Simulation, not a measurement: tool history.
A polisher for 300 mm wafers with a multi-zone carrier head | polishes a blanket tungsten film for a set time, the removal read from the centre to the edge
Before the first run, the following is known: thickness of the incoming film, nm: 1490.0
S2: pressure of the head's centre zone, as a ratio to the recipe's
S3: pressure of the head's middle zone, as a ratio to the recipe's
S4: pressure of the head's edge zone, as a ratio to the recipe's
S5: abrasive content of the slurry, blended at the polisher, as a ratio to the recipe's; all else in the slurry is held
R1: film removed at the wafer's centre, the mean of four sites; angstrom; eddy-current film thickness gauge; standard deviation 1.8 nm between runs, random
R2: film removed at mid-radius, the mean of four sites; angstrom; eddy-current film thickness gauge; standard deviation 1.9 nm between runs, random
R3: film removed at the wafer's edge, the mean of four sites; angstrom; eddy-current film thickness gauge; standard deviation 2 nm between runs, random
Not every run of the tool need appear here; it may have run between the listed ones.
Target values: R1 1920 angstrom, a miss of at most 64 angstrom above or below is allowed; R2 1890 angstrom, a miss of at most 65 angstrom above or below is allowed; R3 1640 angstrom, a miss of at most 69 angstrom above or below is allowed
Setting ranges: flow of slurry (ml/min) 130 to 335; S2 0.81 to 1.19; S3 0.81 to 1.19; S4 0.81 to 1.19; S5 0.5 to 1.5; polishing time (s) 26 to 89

Run 1, day 0: flow of slurry (ml/min) 215, S2 1, S3 1, S4 1, S5 1, polishing time (s) 57. Result: R1 3216 angstrom, R2 3200.2 angstrom, R3 3054.3 angstrom.
Run 2, day 0.212: flow of slurry (ml/min) 215, S2 1.01, S3 1, S4 0.96, S5 0.85, polishing time (s) 50. Result: R1 2734.9 angstrom, R2 2692.1 angstrom, R3 2518.4 angstrom.
Run 3, day 0.3: flow of slurry (ml/min) 215, S2 1.01, S3 1, S4 0.96, S5 1, polishing time (s) 50. Result: R1 2871.8 angstrom, R2 2813.5 angstrom, R3 2665.7 angstrom.
Run 4, day 0.458: flow of slurry (ml/min) 215, S2 1.01, S3 1.01, S4 0.93, S5 0.85, polishing time (s) 45. Result: R1 2444.5 angstrom, R2 2400.1 angstrom, R3 2289.6 angstrom.
Run 5, day 0.508: flow of slurry (ml/min) 215, S2 1.01, S3 1.01, S4 0.93, S5 1.05, polishing time (s) 45. Result: R1 2626.1 angstrom, R2 2602.3 angstrom, R3 2368.9 angstrom.
Run 6, day 0.871: flow of slurry (ml/min) 215, S2 1.01, S3 1.01, S4 0.93, S5 1.05, polishing time (s) 56. Result: R1 3275.1 angstrom, R2 3200.3 angstrom, R3 3080.3 angstrom.
Run 7, day 1.108: flow of slurry (ml/min) 230, S2 1.02, S3 1.02, S4 0.93, S5 0.9, polishing time (s) 49. Result: R1 2780.7 angstrom, R2 2739.7 angstrom, R3 2583.2 angstrom.
Run 8, day 1.446: flow of slurry (ml/min) 205, S2 1.04, S3 1.05, S4 0.93, S5 0.8, polishing time (s) 45. Result: R1 2431.6 angstrom, R2 2435.5 angstrom, R3 2199.4 angstrom.
Run 9, day 1.608: flow of slurry (ml/min) 185, S2 1.06, S3 1.06, S4 0.92, S5 0.7, polishing time (s) 43. Result: R1 2245.6 angstrom, R2 2234.1 angstrom, R3 2050.1 angstrom.
Run 10, day 1.65: flow of slurry (ml/min) 190, S2 1.08, S3 1.08, S4 0.9, S5 0.65, polishing time (s) 41. Result: R1 2168.9 angstrom, R2 2091 angstrom, R3 1904.4 angstrom.
Run 11, day 1.904: flow of slurry (ml/min) 185, S2 1.09, S3 1.1, S4 0.88, S5 0.6, polishing time (s) 40. Result: R1 2042.4 angstrom, R2 2038.9 angstrom, R3 1787.1 angstrom.
Run 12, day 1.962: flow of slurry (ml/min) 180, S2 1.09, S3 1.1, S4 0.86, S5 0.6, polishing time (s) 40. Result: R1 2043.4 angstrom, R2 2031.8 angstrom, R3 1769.6 angstrom.
Run 13, day 2.104: flow of slurry (ml/min) 175, S2 1.09, S3 1.1, S4 0.85, S5 0.55, polishing time (s) 40. Result: R1 2029.3 angstrom, R2 2003 angstrom, R3 1672.7 angstrom.

Exactly one of the 5 candidate moves below puts every result within its allowed miss. Which one?
Run A, day 2.246: flow of slurry (ml/min) 180, S2 0.97, S3 1.19, S4 0.83, S5 0.65, polishing time (s) 40. Result: R1 ?, R2 ?, R3 ?.
Run B, day 2.246: flow of slurry (ml/min) 190, S2 1.12, S3 0.96, S4 0.82, S5 0.55, polishing time (s) 41. Result: R1 ?, R2 ?, R3 ?.
Run C, day 2.246: flow of slurry (ml/min) 130, S2 1.19, S3 1.11, S4 0.81, S5 0.5, polishing time (s) 44. Result: R1 ?, R2 ?, R3 ?.
Run D, day 2.246: flow of slurry (ml/min) 185, S2 1.04, S3 1.11, S4 1.01, S5 0.55, polishing time (s) 37. Result: R1 ?, R2 ?, R3 ?.
Run E, day 2.246: flow of slurry (ml/min) 200, S2 1.12, S3 1.14, S4 0.91, S5 0.6, polishing time (s) 36. Result: R1 ?, R2 ?, R3 ?.

move      R1      R2      R3
   A  1932.7  2198.9  1795.5
   B  2130.5  1869.1    1761
   C  2197.8    2039  1755.7
   D  1808.1    1855  1742.4
   E  1932.4  1902.2  1664.9
A: moves away from the targets compared with the last run
B: corrects the largest miss of the last run, while another result sits out of spec
C: moves away from the targets compared with the last run
D: corrects the largest miss of the last run, while another result sits out of spec
E: every result within its allowed miss
Correct choice: E, which meets every target
